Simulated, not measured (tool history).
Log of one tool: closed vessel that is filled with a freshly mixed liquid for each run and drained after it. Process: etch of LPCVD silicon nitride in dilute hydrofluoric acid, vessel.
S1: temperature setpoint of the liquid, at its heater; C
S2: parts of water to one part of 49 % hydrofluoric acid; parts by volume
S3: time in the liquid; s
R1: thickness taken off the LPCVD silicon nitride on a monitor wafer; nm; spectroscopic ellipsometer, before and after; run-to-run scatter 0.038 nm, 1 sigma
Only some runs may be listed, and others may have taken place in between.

run,hour,S1,S2,S3,R1
1,0,22,140,2890,10.267
2,2.9,22,140,2890,10.231
3,7,21.5,140,2890,9.9039
4,15.1,21.5,140,2890,9.988
5,19.7,21,140,2890,9.6045
6,28.3,18.5,140,2890,8.0924

What does the tool deliver on the next run?
7,38,18.5,140,2890,?

For run 7 the tool returned R1 8.1745 nm.
